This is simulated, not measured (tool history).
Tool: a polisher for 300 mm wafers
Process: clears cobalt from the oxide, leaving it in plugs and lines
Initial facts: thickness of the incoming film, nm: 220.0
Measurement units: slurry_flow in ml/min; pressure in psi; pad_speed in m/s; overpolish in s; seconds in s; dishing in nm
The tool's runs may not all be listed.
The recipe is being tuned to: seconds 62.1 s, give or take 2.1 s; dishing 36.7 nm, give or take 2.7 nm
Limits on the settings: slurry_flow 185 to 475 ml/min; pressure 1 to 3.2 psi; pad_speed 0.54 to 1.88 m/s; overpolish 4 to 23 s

| run | hour | slurry_flow | pressure | pad_speed | overpolish | seconds | dishing |
|---|---|---|---|---|---|---|---|
| 1 | 0 | 305 | 2.1 | 1.2 | 12 | 33.656 | 44.304 |
| 2 | 5.8 | 305 | 1.9 | 1.18 | 13 | 37.852 | 43.803 |
| 3 | 14.2 | 305 | 1.7 | 1.18 | 13 | 41.886 | 41.583 |
| 4 | 16.9 | 305 | 1.7 | 1.18 | 16 | 41.701 | 46.477 |
| 5 | 20.4 | 305 | 1.5 | 1.16 | 16 | 46.87 | 44.423 |
| 6 | 23.1 | 305 | 1.4 | 1.16 | 16 | 51.776 | 41.814 |
| 7 | 29.1 | 305 | 1.3 | 1.16 | 16 | 54.484 | 40.418 |
| 8 | 36.7 | 305 | 1 | 1.16 | 15 | 69.589 | 33.575 |

Next run, 4 choices. One meets every target within its allowed miss, the rest don't. Which?
| A | 44.3 | 260 | 1.3 | 1.04 | 16 | ? | ? |
| B | 44.3 | 295 | 1 | 1.04 | 15 | ? | ? |
| C | 44.3 | 300 | 1 | 1 | 19 | ? | ? |
| D | 44.3 | 310 | 1 | 0.98 | 15 | ? | ? |

| move | seconds | dishing |
|---|---|---|
| A | 62.108 | 37.822 |
| B | 77.906 | 31.042 |
| C | 80.783 | 35.712 |
| D | 82.124 | 29.883 |
A: all results in spec
B: the biggest miss grows against the last run
C: the biggest miss grows against the last run
D: the biggest miss grows against the last run
Correct choice: A, which meets every target

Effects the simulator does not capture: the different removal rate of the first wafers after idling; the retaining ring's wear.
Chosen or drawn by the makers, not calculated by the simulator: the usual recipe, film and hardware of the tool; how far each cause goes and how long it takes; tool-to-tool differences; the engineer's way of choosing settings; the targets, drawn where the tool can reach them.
